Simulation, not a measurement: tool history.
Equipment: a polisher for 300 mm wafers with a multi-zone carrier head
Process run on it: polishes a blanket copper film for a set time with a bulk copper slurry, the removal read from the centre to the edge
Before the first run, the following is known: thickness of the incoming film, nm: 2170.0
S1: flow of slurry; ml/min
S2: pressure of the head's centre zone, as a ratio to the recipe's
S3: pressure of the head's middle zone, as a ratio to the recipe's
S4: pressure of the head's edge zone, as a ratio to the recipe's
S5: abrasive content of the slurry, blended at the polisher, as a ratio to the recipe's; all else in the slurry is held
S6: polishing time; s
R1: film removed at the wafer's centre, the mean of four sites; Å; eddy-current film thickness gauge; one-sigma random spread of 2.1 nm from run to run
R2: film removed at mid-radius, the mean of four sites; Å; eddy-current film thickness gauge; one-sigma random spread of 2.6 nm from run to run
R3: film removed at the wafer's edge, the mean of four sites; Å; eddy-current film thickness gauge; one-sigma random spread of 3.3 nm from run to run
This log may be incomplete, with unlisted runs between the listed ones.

{"run": 1, "hour": 0.0, "S1": 140, "S2": 1.0, "S3": 1.0, "S4": 1.0, "S5": 1.0, "S6": 52, "R1": 2282.8, "R2": 2346.7, "R3": 2399.8}
{"run": 2, "hour": 4.8, "S1": 125, "S2": 1.0, "S3": 1.0, "S4": 1.0, "S5": 1.0, "S6": 52, "R1": 2237.7, "R2": 2287.8, "R3": 2355.2}
{"run": 3, "hour": 9.4, "S1": 125, "S2": 1.0, "S3": 1.0, "S4": 1.0, "S5": 1.0, "S6": 40, "R1": 1685.5, "R2": 1734.5, "R3": 1831.4}
{"run": 4, "hour": 16.4, "S1": 135, "S2": 1.0, "S3": 1.02, "S4": 1.03, "S5": 1.05, "S6": 40, "R1": 1776.6, "R2": 1847.6, "R3": 1942.4}
{"run": 5, "hour": 20.8, "S1": 135, "S2": 1.0, "S3": 1.02, "S4": 1.03, "S5": 1.15, "S6": 40, "R1": 1815.9, "R2": 1875.9, "R3": 1908.8}
{"run": 6, "hour": 24.8, "S1": 135, "S2": 1.0, "S3": 1.02, "S4": 1.03, "S5": 1.0, "S6": 40, "R1": 1754.6, "R2": 1804.6, "R3": 1918.4}
{"run": 7, "hour": 30.9, "S1": 145, "S2": 0.99, "S3": 1.05, "S4": 1.05, "S5": 1.0, "S6": 40, "R1": 1766.4, "R2": 1865.3, "R3": 1920.3}
{"run": 8, "hour": 33.4, "S1": 150, "S2": 0.97, "S3": 1.06, "S4": 1.07, "S5": 1.05, "S6": 41, "R1": 1818.8, "R2": 1948.9, "R3": 1996.3}
{"run": 9, "hour": 40.7, "S1": 155, "S2": 0.95, "S3": 1.07, "S4": 1.09, "S5": 1.1, "S6": 42, "R1": 1846.0, "R2": 2064.7, "R3": 2155.6}
{"run": 10, "hour": 48.2, "S1": 165, "S2": 0.95, "S3": 1.08, "S4": 1.1, "S5": 1.1, "S6": 42, "R1": 1865.4, "R2": 2122.5, "R3": 2154.8}
{"run": 11, "hour": 54.0, "S1": 170, "S2": 0.95, "S3": 1.09, "S4": 1.11, "S5": 1.1, "S6": 42, "R1": 1928.9, "R2": 2215.9, "R3": 2148.6}
{"hour": 55.1, "done": "slurry nozzle cleaned"}
{"run": 12, "hour": 55.1, "S1": 170, "S2": 0.92, "S3": 1.07, "S4": 1.16, "S5": 1.3, "S6": 43, "R1": 2155.8, "R2": 2497.3, "R3": 2581.8}
{"run": 13, "hour": 60.4, "S1": 165, "S2": 0.92, "S3": 1.08, "S4": 1.14, "S5": 1.3, "S6": 43, "R1": 2117.7, "R2": 2483.2, "R3": 2503.8}
{"run": 14, "hour": 63.0, "S1": 160, "S2": 0.92, "S3": 1.08, "S4": 1.13, "S5": 1.3, "S6": 43, "R1": 2132.4, "R2": 2511.3, "R3": 2517.5}

Run 15 comes next. What will it give?
{"run": 15, "hour": 69.4, "S1": 160, "S2": 0.92, "S3": 1.08, "S4": 1.12, "S5": 1.3, "S6": 43, "R1": "?", "R2": "?", "R3": "?"}

Run 15 came out at R1 2124.5 Å, R2 2473.0 Å, R3 2430.7 Å.
